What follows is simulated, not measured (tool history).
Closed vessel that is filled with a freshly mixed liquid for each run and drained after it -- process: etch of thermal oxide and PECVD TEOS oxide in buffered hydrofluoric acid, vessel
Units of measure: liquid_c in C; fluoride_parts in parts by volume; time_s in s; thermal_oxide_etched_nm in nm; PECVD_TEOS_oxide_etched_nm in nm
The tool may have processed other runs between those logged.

run 1 hour=0 | liquid_c=20 fluoride_parts=8 time_s=60 | thermal_oxide_etched_nm=64.468 PECVD_TEOS_oxide_etched_nm=137.17
run 2 hour=2.2 | liquid_c=20.5 fluoride_parts=8 time_s=60 | thermal_oxide_etched_nm=66.542 PECVD_TEOS_oxide_etched_nm=140.08
run 3 hour=6.6 | liquid_c=20.5 fluoride_parts=9.5 time_s=60 | thermal_oxide_etched_nm=55.861 PECVD_TEOS_oxide_etched_nm=119.9
run 4 hour=10.2 | liquid_c=19 fluoride_parts=9.5 time_s=60 | thermal_oxide_etched_nm=51.221 PECVD_TEOS_oxide_etched_nm=108.47
run 5 hour=13.6 | liquid_c=20 fluoride_parts=9.5 time_s=60 | thermal_oxide_etched_nm=54.654 PECVD_TEOS_oxide_etched_nm=115.97
run 6 hour=15.2 | liquid_c=20 fluoride_parts=10.5 time_s=60 | thermal_oxide_etched_nm=49.966 PECVD_TEOS_oxide_etched_nm=107.58
run 7 hour=20.1 | liquid_c=21 fluoride_parts=10.5 time_s=60 | thermal_oxide_etched_nm=53.009 PECVD_TEOS_oxide_etched_nm=112.24
run 8 hour=21.5 | liquid_c=21.5 fluoride_parts=10.5 time_s=60 | thermal_oxide_etched_nm=55.339 PECVD_TEOS_oxide_etched_nm=115.08
run 9 hour=23.2 | liquid_c=22 fluoride_parts=10.5 time_s=60 | thermal_oxide_etched_nm=56.545 PECVD_TEOS_oxide_etched_nm=120.66
run 10 hour=27.2 | liquid_c=22.5 fluoride_parts=10.5 time_s=60 | thermal_oxide_etched_nm=58.083 PECVD_TEOS_oxide_etched_nm=122.29

Run 11 has not been measured yet. What should we expect?
run 11 hour=33.4 | liquid_c=23 fluoride_parts=10.5 time_s=60 | thermal_oxide_etched_nm=? PECVD_TEOS_oxide_etched_nm=?

Run 11 produced thermal_oxide_etched_nm 59.449 nm, PECVD_TEOS_oxide_etched_nm 125.16 nm.
